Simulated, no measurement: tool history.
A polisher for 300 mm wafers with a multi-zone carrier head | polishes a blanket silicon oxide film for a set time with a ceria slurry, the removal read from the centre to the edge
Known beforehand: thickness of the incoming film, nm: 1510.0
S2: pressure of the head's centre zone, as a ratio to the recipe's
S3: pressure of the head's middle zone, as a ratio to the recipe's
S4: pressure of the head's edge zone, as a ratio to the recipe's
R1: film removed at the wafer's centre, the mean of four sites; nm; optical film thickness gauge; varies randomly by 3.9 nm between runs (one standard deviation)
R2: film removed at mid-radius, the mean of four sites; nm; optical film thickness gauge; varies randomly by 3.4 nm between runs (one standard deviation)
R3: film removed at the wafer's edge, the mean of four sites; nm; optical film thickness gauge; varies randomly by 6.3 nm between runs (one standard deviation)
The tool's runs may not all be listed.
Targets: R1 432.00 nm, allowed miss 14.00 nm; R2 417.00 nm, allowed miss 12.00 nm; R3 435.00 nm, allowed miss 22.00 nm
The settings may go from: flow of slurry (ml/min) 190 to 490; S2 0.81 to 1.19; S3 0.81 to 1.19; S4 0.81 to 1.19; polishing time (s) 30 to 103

{"run": 1, "hour": 0.0, "flow of slurry (ml/min)": 315, "S2": 1.0, "S3": 1.0, "S4": 1.0, "polishing time (s)": 66, "R1": 304.69, "R2": 307.67, "R3": 319.99}
{"run": 2, "hour": 3.1, "flow of slurry (ml/min)": 315, "S2": 1.0, "S3": 1.0, "S4": 1.0, "polishing time (s)": 50, "R1": 228.29, "R2": 232.59, "R3": 239.46}
{"run": 3, "hour": 5.1, "flow of slurry (ml/min)": 320, "S2": 1.02, "S3": 1.02, "S4": 1.03, "polishing time (s)": 56, "R1": 263.11, "R2": 264.25, "R3": 270.63}
{"run": 4, "hour": 10.4, "flow of slurry (ml/min)": 320, "S2": 1.02, "S3": 1.06, "S4": 1.03, "polishing time (s)": 56, "R1": 261.4, "R2": 273.38, "R3": 276.08}
{"run": 5, "hour": 15.8, "flow of slurry (ml/min)": 320, "S2": 1.02, "S3": 0.98, "S4": 1.03, "polishing time (s)": 56, "R1": 260.99, "R2": 256.34, "R3": 270.35}
{"run": 6, "hour": 23.6, "flow of slurry (ml/min)": 320, "S2": 1.02, "S3": 1.05, "S4": 1.03, "polishing time (s)": 56, "R1": 260.01, "R2": 271.86, "R3": 268.58}
{"run": 7, "hour": 29.2, "flow of slurry (ml/min)": 320, "S2": 1.03, "S3": 1.05, "S4": 1.05, "polishing time (s)": 61, "R1": 283.94, "R2": 295.1, "R3": 295.0}
{"run": 8, "hour": 31.6, "flow of slurry (ml/min)": 320, "S2": 1.04, "S3": 1.04, "S4": 1.06, "polishing time (s)": 65, "R1": 305.03, "R2": 310.31, "R3": 320.27}
{"run": 9, "hour": 33.5, "flow of slurry (ml/min)": 325, "S2": 1.06, "S3": 1.05, "S4": 1.07, "polishing time (s)": 68, "R1": 332.3, "R2": 335.02, "R3": 333.58}
{"run": 10, "hour": 39.9, "flow of slurry (ml/min)": 315, "S2": 1.07, "S3": 1.04, "S4": 1.08, "polishing time (s)": 71, "R1": 349.63, "R2": 346.85, "R3": 347.27}
{"run": 11, "hour": 47.9, "flow of slurry (ml/min)": 330, "S2": 1.07, "S3": 1.04, "S4": 1.1, "polishing time (s)": 73, "R1": 363.42, "R2": 357.45, "R3": 354.63}
{"run": 12, "hour": 51.8, "flow of slurry (ml/min)": 310, "S2": 1.07, "S3": 1.03, "S4": 1.1, "polishing time (s)": 75, "R1": 367.23, "R2": 357.3, "R3": 368.09}
{"run": 13, "hour": 60.2, "flow of slurry (ml/min)": 310, "S2": 1.07, "S3": 1.03, "S4": 1.11, "polishing time (s)": 77, "R1": 375.72, "R2": 365.79, "R3": 384.99}
{"run": 14, "hour": 68.2, "flow of slurry (ml/min)": 320, "S2": 1.07, "S3": 1.03, "S4": 1.12, "polishing time (s)": 78, "R1": 383.44, "R2": 368.95, "R3": 400.59}
{"run": 15, "hour": 77.1, "flow of slurry (ml/min)": 335, "S2": 1.08, "S3": 1.04, "S4": 1.13, "polishing time (s)": 79, "R1": 400.99, "R2": 376.28, "R3": 393.02}

Next run, 5 choices. One meets every target within its allowed miss, the rest don't. Which?
{"run": "A", "hour": 86.0, "flow of slurry (ml/min)": 365, "S2": 1.17, "S3": 1.03, "S4": 1.19, "polishing time (s)": 64, "R1": "?", "R2": "?", "R3": "?"}
{"run": "B", "hour": 86.0, "flow of slurry (ml/min)": 290, "S2": 1.01, "S3": 1.05, "S4": 1.09, "polishing time (s)": 85, "R1": "?", "R2": "?", "R3": "?"}
{"run": "C", "hour": 86.0, "flow of slurry (ml/min)": 345, "S2": 1.05, "S3": 0.85, "S4": 1.07, "polishing time (s)": 75, "R1": "?", "R2": "?", "R3": "?"}
{"run": "D", "hour": 86.0, "flow of slurry (ml/min)": 270, "S2": 1.03, "S3": 1.1, "S4": 1.04, "polishing time (s)": 82, "R1": "?", "R2": "?", "R3": "?"}
{"run": "E", "hour": 86.0, "flow of slurry (ml/min)": 240, "S2": 1.1, "S3": 1.06, "S4": 1.15, "polishing time (s)": 87, "R1": "?", "R2": "?", "R3": "?"}

move=A R1=344.96 R2=304.61 R3=336.30
move=B R1=388.22 R2=405.08 R3=421.57
move=C R1=360.57 R2=303.17 R3=373.03
move=D R1=379.86 R2=404.41 R3=395.40
move=E R1=426.13 R2=411.67 R3=438.48
A: misses by more than the last run did
B: the worst result of the last run now meets its target, but another is out of spec
C: misses by more than the last run did
D: misses by more than the last run did
E: in spec on every target
Correct choice: E, which meets every target

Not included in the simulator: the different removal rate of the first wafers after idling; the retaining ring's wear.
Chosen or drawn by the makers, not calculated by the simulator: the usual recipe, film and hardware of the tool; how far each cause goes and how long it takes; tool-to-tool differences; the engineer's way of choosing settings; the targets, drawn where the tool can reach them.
